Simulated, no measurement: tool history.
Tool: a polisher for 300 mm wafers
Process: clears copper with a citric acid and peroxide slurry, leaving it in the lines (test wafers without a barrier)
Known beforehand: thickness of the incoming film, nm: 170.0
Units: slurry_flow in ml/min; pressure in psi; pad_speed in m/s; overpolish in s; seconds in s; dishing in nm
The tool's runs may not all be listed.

run,hour,slurry_flow,pressure,pad_speed,slurry_solids,overpolish,seconds,dishing
1,0.0,260,2.0,1.38,1.0,28,81.948,24.487
2,6.9,260,2.0,1.38,1.2,28,80.052,24.890
3,9.4,260,2.1,1.38,1.2,28,77.053,25.228
4,16.8,260,2.2,1.38,1.2,28,74.766,25.352
5,19.3,260,2.3,1.38,1.2,29,71.821,26.124
6,26.3,260,2.4,1.38,1.2,30,69.782,28.035

Run 7 comes next. What will it give?
# hour 26.9: slurry nozzle cleaned
7,26.9,260,2.5,1.38,1.2,30,?,?

{"run 7": {"seconds": 66.102, "dishing": 28.593}}
